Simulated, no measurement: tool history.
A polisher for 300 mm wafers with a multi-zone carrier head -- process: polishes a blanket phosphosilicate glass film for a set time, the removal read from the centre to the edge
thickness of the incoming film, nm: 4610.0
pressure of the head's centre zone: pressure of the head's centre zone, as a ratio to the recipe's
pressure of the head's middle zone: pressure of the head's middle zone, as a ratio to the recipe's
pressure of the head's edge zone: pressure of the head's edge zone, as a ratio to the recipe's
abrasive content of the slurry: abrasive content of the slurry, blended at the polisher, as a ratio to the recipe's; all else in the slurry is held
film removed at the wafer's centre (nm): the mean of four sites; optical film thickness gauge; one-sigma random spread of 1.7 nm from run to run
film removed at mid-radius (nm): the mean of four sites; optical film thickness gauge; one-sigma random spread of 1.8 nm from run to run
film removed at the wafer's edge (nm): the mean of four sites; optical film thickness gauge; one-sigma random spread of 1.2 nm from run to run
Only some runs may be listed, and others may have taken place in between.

run  hour  flow of slurry (ml/min)  pressure of the head's centre zone  pressure of the head's middle zone  pressure of the head's edge zone  abrasive content of the slurry  polishing time (s)  film removed at the wafer's centre (nm)  film removed at mid-radius (nm)  film removed at the wafer's edge (nm)
  1   0.0                      235                                1.00                                1.00                              1.00                            1.00                  43                                   251.31                           241.78                                 240.36
  2   8.2                      290                                1.00                                1.00                              1.00                            1.00                  43                                   250.14                           243.03                                 247.22
  3  14.2                      285                                0.97                                1.01                              0.98                            0.90                  43                                   231.53                           239.95                                 234.74
  4  23.0                      280                                0.95                                1.00                              0.96                            0.85                  43                                   225.67                           228.20                                 229.00
  5  31.9                      280                                0.93                                1.02                              0.95                            0.80                  42                                   212.00                           227.43                                 215.79
  6  34.2                      280                                0.91                                1.02                              0.95                            0.75                  42                                   209.22                           226.24                                 214.89
  7  37.8                      285                                0.89                                1.02                              0.95                            0.70                  41                                   194.75                           213.17                                 205.60

The next listed run, before its measurement:
  8  41.5                      285                                0.88                                1.03                              0.94                            0.65                  41                                        ?                                ?                                      ?

film removed at the wafer's centre (nm): 188.03
film removed at mid-radius (nm): 209.25
film removed at the wafer's edge (nm): 197.71
